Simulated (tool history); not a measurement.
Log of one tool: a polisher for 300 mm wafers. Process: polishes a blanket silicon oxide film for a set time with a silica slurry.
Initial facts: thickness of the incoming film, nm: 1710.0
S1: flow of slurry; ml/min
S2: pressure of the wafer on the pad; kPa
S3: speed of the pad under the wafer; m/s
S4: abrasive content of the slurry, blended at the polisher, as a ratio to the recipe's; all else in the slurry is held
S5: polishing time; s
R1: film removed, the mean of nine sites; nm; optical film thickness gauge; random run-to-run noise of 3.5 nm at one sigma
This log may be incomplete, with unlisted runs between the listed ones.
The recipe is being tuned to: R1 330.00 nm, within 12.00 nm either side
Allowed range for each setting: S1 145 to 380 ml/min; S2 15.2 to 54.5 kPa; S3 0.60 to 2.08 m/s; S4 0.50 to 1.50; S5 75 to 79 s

| run | day | S1 | S2 | S3 | S4 | S5 | R1 |
|---|---|---|---|---|---|---|---|
| 1 | 0.000 | 245 | 34.5 | 1.34 | 1.00 | 75 | 388.67 |
| 2 | 0.288 | 245 | 32.4 | 1.34 | 1.00 | 75 | 367.82 |
| 3 | 0.483 | 245 | 27.6 | 1.34 | 1.00 | 75 | 310.47 |
| 4 | 0.846 | 215 | 27.6 | 1.34 | 1.00 | 75 | 308.46 |
| 5 | 1.104 | 215 | 22.8 | 1.34 | 1.00 | 75 | 257.45 |
| 6 | 1.379 | 215 | 22.8 | 1.34 | 0.90 | 75 | 242.59 |
| 7 | 1.412 | 215 | 22.8 | 1.34 | 0.90 | 75 | 244.00 |
| 8 | 1.512 | 220 | 25.5 | 1.34 | 0.90 | 75 | 272.07 |
| 9 | 1.696 | 245 | 31.7 | 1.36 | 0.90 | 75 | 348.79 |

Which one of the following 5 next-run settings gets every result inside its allowed miss? There is exactly one.
| A | 1.879 | 240 | 37.2 | 1.24 | 0.80 | 75 | ? |
| B | 1.879 | 265 | 31.7 | 1.46 | 0.90 | 76 | ? |
| C | 1.879 | 315 | 33.1 | 1.30 | 0.95 | 79 | ? |
| D | 1.879 | 195 | 35.2 | 1.26 | 0.60 | 79 | ? |
| E | 1.879 | 240 | 38.6 | 1.28 | 0.60 | 78 | ? |

| move | R1 |
|---|---|
| A | 370.11 |
| B | 373.16 |
| C | 389.74 |
| D | 328.92 |
| E | 369.47 |
A: lands further from the targets than the last run did
B: lands further from the targets than the last run did
C: lands further from the targets than the last run did
D: each result inside its tolerance
E: lands further from the targets than the last run did
Move D is the one to make.
